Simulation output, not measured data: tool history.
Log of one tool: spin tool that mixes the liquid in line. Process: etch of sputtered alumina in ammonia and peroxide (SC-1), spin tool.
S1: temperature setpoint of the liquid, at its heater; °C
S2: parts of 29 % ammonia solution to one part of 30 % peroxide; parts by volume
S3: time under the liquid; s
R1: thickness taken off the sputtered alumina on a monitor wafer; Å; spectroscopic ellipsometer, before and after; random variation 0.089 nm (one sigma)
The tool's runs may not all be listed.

| run | hour | S1 | S2 | S3 | R1 |
|---|---|---|---|---|---|
| 1 | 0.0 | 61.0 | 0.65 | 270 | 153.55 |
| 2 | 7.1 | 61.0 | 0.85 | 270 | 156.75 |
| 3 | 14.4 | 63.0 | 0.85 | 270 | 174.87 |
| 4 | 16.8 | 64.0 | 0.85 | 270 | 184.02 |
| 5 | 21.3 | 65.0 | 0.85 | 270 | 190.81 |
| 6 | 24.5 | 65.5 | 0.85 | 270 | 197.44 |
| 7 | 26.1 | 66.0 | 0.85 | 270 | 202.26 |

Forecast run 8:
| 8 | 30.0 | 66.5 | 0.85 | 270 | ? |

R1: 205.67 Å
